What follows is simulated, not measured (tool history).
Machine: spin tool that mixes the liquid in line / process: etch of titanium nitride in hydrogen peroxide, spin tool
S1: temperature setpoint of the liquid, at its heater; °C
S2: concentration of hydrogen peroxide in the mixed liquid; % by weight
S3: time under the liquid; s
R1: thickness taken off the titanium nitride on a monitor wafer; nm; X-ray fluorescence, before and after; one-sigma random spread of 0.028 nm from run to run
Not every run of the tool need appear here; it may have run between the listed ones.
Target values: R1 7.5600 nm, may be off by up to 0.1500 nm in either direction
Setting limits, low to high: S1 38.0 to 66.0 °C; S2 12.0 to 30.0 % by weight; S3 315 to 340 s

run,hour,S1,S2,S3,R1
1,0.0,54.0,21.5,315,18.4970
2,5.8,54.0,21.5,315,18.4390
3,11.3,57.0,21.5,315,22.6010
4,14.8,62.5,21.5,315,33.0130
5,21.5,62.5,21.5,315,33.1990
6,27.0,66.0,21.5,315,41.3700
7,28.8,61.0,21.5,315,29.5740
8,31.0,57.0,21.5,315,22.5430
9,31.8,54.0,21.5,315,18.3430
10,36.7,51.5,21.5,315,15.3990
11,40.9,49.5,21.5,315,13.3060
12,44.6,48.0,21.5,315,11.9270
13,47.1,47.0,21.5,315,11.0730
14,51.8,46.0,21.5,315,10.2610
15,57.2,41.0,21.5,315,7.0323
16,64.1,41.5,21.5,315,7.3611

Of the 5 settings listed for the next run, only one would bring every result within its allowed miss of target. Which one?
A,71.0,41.0,23.5,315,?
B,71.0,40.0,29.5,340,?
C,71.0,42.0,17.0,315,?
D,71.0,41.0,22.5,315,?
E,71.0,42.5,20.5,315,?

move,R1
A,7.2428
B,7.6108
C,7.2922
D,7.1749
E,7.8825
A: the biggest miss grows against the last run
B: all results land within tolerance of their targets
C: the biggest miss grows against the last run
D: the biggest miss grows against the last run
E: takes the biggest miss from the last run beyond its target
B meets every target.
